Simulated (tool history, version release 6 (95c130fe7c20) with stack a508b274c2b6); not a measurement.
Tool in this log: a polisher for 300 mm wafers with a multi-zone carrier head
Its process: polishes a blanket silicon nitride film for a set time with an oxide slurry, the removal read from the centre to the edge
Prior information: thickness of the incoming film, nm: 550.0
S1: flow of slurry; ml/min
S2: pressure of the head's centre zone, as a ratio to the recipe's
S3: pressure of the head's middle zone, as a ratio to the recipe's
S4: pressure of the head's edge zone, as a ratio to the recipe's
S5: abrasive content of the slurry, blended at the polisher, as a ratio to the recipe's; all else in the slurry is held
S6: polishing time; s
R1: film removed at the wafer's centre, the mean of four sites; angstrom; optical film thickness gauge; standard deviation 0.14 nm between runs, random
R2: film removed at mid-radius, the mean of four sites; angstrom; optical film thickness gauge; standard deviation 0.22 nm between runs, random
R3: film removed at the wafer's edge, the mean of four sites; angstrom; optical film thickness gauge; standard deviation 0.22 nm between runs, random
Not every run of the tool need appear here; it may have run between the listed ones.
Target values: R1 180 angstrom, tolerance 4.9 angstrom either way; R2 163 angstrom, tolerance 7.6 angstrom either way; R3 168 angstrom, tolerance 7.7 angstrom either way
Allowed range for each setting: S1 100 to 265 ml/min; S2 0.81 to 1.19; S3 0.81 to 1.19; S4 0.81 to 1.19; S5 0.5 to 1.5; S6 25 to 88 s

run 1 hour=0 | S1=170 S2=1 S3=1 S4=1 S5=1 S6=56 | R1=303.55 R2=312.64 R3=295.02
run 2 hour=7.6 | S1=165 S2=1 S3=0.97 S4=0.97 S5=0.9 S6=53 | R1=269.09 R2=260.49 R3=263.02
run 3 hour=12.9 | S1=165 S2=1 S3=0.97 S4=0.97 S5=0.75 S6=53 | R1=239.26 R2=238.34 R3=232.07
run 4 hour=13.9 | S1=165 S2=1 S3=0.97 S4=0.97 S5=0.75 S6=63 | R1=286.29 R2=274.52 R3=277.37
run 5 hour=17.9 | S1=165 S2=1 S3=0.9 S4=0.97 S5=0.75 S6=63 | R1=284.25 R2=267.65 R3=276.6
run 6 hour=24.8 | S1=165 S2=1.05 S3=0.9 S4=0.97 S5=0.75 S6=63 | R1=297.91 R2=255.2 R3=283.16
run 7 hour=26.8 | S1=130 S2=0.98 S3=0.83 S4=0.87 S5=0.5 S6=47 | R1=133.19 R2=116.36 R3=131.12
run 8 hour=32.1 | S1=155 S2=0.98 S3=0.84 S4=0.88 S5=0.5 S6=47 | R1=140.2 R2=120.49 R3=134.01
run 9 hour=35.6 | S1=155 S2=1 S3=0.87 S4=0.91 S5=0.5 S6=46 | R1=139.94 R2=124.4 R3=135.61
run 10 hour=37.7 | S1=165 S2=1.03 S3=0.9 S4=0.95 S5=0.5 S6=46 | R1=145.68 R2=129.34 R3=137.15
run 11 hour=46.3 | S1=170 S2=1.05 S3=0.91 S4=0.99 S5=0.5 S6=46 | R1=148.63 R2=131.84 R3=138.24
run 12 hour=50.2 | S1=170 S2=1.06 S3=0.92 S4=1 S5=0.55 S6=46 | R1=165.38 R2=149.01 R3=156.12
run 13 hour=57.3 | S1=175 S2=1.07 S3=0.93 S4=1.02 S5=0.55 S6=46 | R1=171.27 R2=150.44 R3=157.44
run 14 hour=65.8 | S1=200 S2=1.05 S3=0.98 S4=1.08 S5=0.6 S6=46 | R1=184.23 R2=172.12 R3=181.95
run 15 hour=68.4 | S1=195 S2=1.05 S3=0.97 S4=1.07 S5=0.6 S6=46 | R1=185.4 R2=168.58 R3=174.84
run 16 hour=71 | S1=190 S2=1.05 S3=0.97 S4=1.06 S5=0.6 S6=46 | R1=183.76 R2=172.86 R3=173.93
run 17 hour=74.9 | S1=180 S2=1.06 S3=0.92 S4=1.04 S5=0.55 S6=46 | R1=167.99 R2=151.29 R3=156.31
run 18 hour=77 | S1=185 S2=1.06 S3=0.93 S4=1.05 S5=0.55 S6=46 | R1=169.6 R2=150.29 R3=159.54
run 19 hour=79.9 | S1=190 S2=1.06 S3=0.94 S4=1.05 S5=0.55 S6=46 | R1=169.56 R2=154.43 R3=164.89
run 20 hour=85.3 | S1=190 S2=1.07 S3=0.95 S4=1.05 S5=0.55 S6=46 | R1=171.07 R2=154.35 R3=163.2
run 21 hour=86.9 | S1=190 S2=1.08 S3=0.96 S4=1.05 S5=0.55 S6=46 | R1=172.69 R2=155.06 R3=158.87

Which one of the following 4 next-run settings gets every result inside its allowed miss? There is exactly one.
run A hour=88.5 | S1=170 S2=1.11 S3=1 S4=1.12 S5=0.5 S6=53 | R1=? R2=? R3=?
run B hour=88.5 | S1=205 S2=1.09 S3=1.05 S4=0.96 S5=0.7 S6=35 | R1=? R2=? R3=?
run C hour=88.5 | S1=170 S2=1.07 S3=0.9 S4=1.11 S5=0.55 S6=43 | R1=? R2=? R3=?
run D hour=88.5 | S1=220 S2=1.04 S3=0.85 S4=1.14 S5=0.5 S6=53 | R1=? R2=? R3=?

move=A R1=179.38 R2=163.76 R3=167.95
move=B R1=166.61 R2=160.94 R3=146.68
move=C R1=155.93 R2=135.36 R3=151.17
move=D R1=174.37 R2=148.04 R3=174.04
A: meets every target
B: lands further from the targets than the last run did
C: lands further from the targets than the last run did
D: lands further from the targets than the last run did
Answer: A
